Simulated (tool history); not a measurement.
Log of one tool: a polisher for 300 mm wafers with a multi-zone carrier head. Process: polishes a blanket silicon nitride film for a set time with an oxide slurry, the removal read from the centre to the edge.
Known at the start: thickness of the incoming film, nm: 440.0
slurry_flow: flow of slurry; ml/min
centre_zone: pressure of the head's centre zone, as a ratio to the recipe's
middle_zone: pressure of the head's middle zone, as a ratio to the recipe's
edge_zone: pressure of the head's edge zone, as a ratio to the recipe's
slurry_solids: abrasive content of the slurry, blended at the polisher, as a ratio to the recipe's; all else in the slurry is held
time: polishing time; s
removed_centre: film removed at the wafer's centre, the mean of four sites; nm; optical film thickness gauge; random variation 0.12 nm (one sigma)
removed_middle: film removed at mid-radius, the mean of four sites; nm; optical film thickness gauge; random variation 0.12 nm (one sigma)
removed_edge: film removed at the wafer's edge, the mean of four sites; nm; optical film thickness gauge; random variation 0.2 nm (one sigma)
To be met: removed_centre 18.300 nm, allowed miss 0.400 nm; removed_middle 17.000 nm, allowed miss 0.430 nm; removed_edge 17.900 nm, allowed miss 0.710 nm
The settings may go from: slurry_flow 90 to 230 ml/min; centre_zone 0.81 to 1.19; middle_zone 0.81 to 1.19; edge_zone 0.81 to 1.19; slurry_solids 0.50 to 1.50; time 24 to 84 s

run    day  slurry_flow  centre_zone  middle_zone  edge_zone  slurry_solids  time  removed_centre  removed_middle  removed_edge
  1  0.000          150         1.00         1.00       1.00           1.00    54          25.336          24.867        24.394
  2  0.025          145         0.99         0.98       0.98           0.95    54          24.271          23.688        23.899
  3  0.188          145         0.99         0.97       0.97           0.90    53          23.100          22.757        22.519
  4  0.308          120         0.99         0.97       0.97           0.90    53          22.080          21.778        21.869
  5  0.512          120         0.99         0.97       0.97           0.90    60          25.399          24.679        24.469
  6  0.742          115         0.99         0.95       0.96           0.85    60          23.633          23.561        23.757
  7  0.821          115         1.00         0.94       0.95           0.80    60          23.381          21.924        22.964
  8  1.000          120         0.91         0.93       0.85           0.55    58          15.484          16.093        15.602
  9  1.258          130         0.91         0.92       0.86           0.55    58          15.804          16.121        16.050
 10  1.450          130         0.91         0.92       0.86           0.55    58          15.852          16.350        15.853
 11  1.583          135         0.91         0.91       0.87           0.55    58          15.958          16.283        15.820
 12  1.696          135         0.92         0.91       0.89           0.55    58          16.003          16.224        16.407
 13  1.854          140         0.93         0.91       0.89           0.55    58          16.404          16.325        16.195
 14  2.142          140         0.94         0.91       0.91           0.55    58          16.573          16.298        16.264
 15  2.329          140         0.95         0.91       0.93           0.55    58          16.655          16.172        16.594
 16  2.404          145         0.95         0.91       0.94           0.55    58          16.984          16.438        17.084
 17  2.525          150         0.95         0.91       0.94           0.55    58          17.035          16.397        17.051

5 next moves are on the table. One of them brings every result within its allowed miss. Which?
  A  2.646          190         1.00         0.92       1.02           0.60    53               ?               ?             ?
  B  2.646          150         0.96         0.86       1.04           0.50    64               ?               ?             ?
  C  2.646          160         0.98         0.94       0.82           0.60    54               ?               ?             ?
  D  2.646          155         0.97         0.85       1.02           0.50    64               ?               ?             ?
  E  2.646          190         1.00         0.84       1.03           0.55    57               ?               ?             ?

move  removed_centre  removed_middle  removed_edge
   A          18.010          17.097        17.799
   B          16.950          16.186        17.827
   C          17.494          17.178        16.081
   D          17.217          16.176        17.730
   E          17.917          16.207        17.811
A: meets every target
B: further off than the last run
C: nearer than the last run, and not there yet
D: nearer than the last run, and not there yet
E: brings the result that was furthest off to its target, and leaves another outside
The right move is A.
